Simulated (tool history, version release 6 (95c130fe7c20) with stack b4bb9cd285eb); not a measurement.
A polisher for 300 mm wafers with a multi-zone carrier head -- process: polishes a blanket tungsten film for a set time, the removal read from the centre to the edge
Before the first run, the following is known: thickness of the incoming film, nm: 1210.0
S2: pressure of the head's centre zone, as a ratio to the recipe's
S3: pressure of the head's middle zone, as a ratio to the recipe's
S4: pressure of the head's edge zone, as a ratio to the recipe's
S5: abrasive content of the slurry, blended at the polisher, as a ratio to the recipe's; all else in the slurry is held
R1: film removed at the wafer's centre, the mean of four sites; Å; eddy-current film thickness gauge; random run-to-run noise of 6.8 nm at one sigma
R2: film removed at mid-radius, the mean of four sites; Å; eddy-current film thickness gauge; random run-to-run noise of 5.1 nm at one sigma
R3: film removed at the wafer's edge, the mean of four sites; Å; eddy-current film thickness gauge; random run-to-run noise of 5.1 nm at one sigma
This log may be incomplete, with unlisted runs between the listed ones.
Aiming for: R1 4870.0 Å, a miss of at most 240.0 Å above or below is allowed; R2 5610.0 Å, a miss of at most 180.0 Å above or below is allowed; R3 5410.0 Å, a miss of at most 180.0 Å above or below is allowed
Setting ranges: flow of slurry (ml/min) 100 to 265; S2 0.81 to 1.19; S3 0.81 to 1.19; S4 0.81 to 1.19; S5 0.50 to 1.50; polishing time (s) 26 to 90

run 1 hour=0.0 | flow_of_slurry_(ml/min)=170 S2=1.00 S3=1.00 S4=1.00 S5=1.00 polishing_time_(s)=58 | R1=4813.8 R2=4795.8 R3=4717.7
run 2 hour=5.7 | flow_of_slurry_(ml/min)=185 S2=0.98 S3=1.03 S4=1.04 S5=1.05 polishing_time_(s)=58 | R1=4816.9 R2=5088.7 R3=5023.6
run 3 hour=8.6 | flow_of_slurry_(ml/min)=185 S2=1.04 S3=1.03 S4=1.04 S5=1.05 polishing_time_(s)=58 | R1=5125.5 R2=5106.1 R3=4930.3
run 4 hour=13.0 | flow_of_slurry_(ml/min)=200 S2=1.01 S3=1.05 S4=1.06 S5=1.05 polishing_time_(s)=58 | R1=5051.7 R2=5177.6 R3=5009.0
run 5 hour=13.8 | flow_of_slurry_(ml/min)=200 S2=1.01 S3=1.05 S4=1.06 S5=1.05 polishing_time_(s)=69 | R1=5941.2 R2=6186.7 R3=5975.3
run 6 hour=21.4 | flow_of_slurry_(ml/min)=200 S2=1.01 S3=1.05 S4=1.06 S5=0.95 polishing_time_(s)=69 | R1=5820.2 R2=6045.0 R3=5748.5
run 7 hour=23.4 | flow_of_slurry_(ml/min)=185 S2=0.97 S3=1.05 S4=1.05 S5=0.90 polishing_time_(s)=69 | R1=5476.6 R2=5789.8 R3=5631.0
run 8 hour=31.2 | flow_of_slurry_(ml/min)=175 S2=0.94 S3=1.06 S4=1.04 S5=0.90 polishing_time_(s)=69 | R1=5166.4 R2=5828.3 R3=5580.7
run 9 hour=39.4 | flow_of_slurry_(ml/min)=165 S2=0.93 S3=1.06 S4=1.03 S5=0.90 polishing_time_(s)=69 | R1=5160.8 R2=5724.6 R3=5443.2

Which single option among these 5 for the next run brings every result within its allowed miss of target? Just one does.
run A hour=47.6 | flow_of_slurry_(ml/min)=150 S2=1.04 S3=0.95 S4=1.02 S5=0.95 polishing_time_(s)=68 | R1=? R2=? R3=?
run B hour=47.6 | flow_of_slurry_(ml/min)=185 S2=0.89 S3=1.14 S4=1.04 S5=0.85 polishing_time_(s)=68 | R1=? R2=? R3=?
run C hour=47.6 | flow_of_slurry_(ml/min)=145 S2=0.88 S3=1.02 S4=1.16 S5=1.20 polishing_time_(s)=66 | R1=? R2=? R3=?
run D hour=47.6 | flow_of_slurry_(ml/min)=145 S2=0.84 S3=1.17 S4=1.08 S5=0.80 polishing_time_(s)=66 | R1=? R2=? R3=?
run E hour=47.6 | flow_of_slurry_(ml/min)=175 S2=0.92 S3=1.08 S4=1.12 S5=0.75 polishing_time_(s)=69 | R1=? R2=? R3=?

move=A R1=5497.7 R2=5218.6 R3=5315.5
move=B R1=4887.8 R2=6076.0 R3=5334.1
move=C R1=4915.1 R2=5682.7 R3=5833.3
move=D R1=4213.5 R2=5644.0 R3=5003.1
move=E R1=4860.1 R2=5635.3 R3=5373.4
A: the biggest miss grows against the last run
B: puts the biggest miss on target and leaves a different result outside tolerance
C: puts the biggest miss on target and leaves a different result outside tolerance
D: pushes the last run's worst result past its target
E: in spec on every target
The move that meets every target is E.

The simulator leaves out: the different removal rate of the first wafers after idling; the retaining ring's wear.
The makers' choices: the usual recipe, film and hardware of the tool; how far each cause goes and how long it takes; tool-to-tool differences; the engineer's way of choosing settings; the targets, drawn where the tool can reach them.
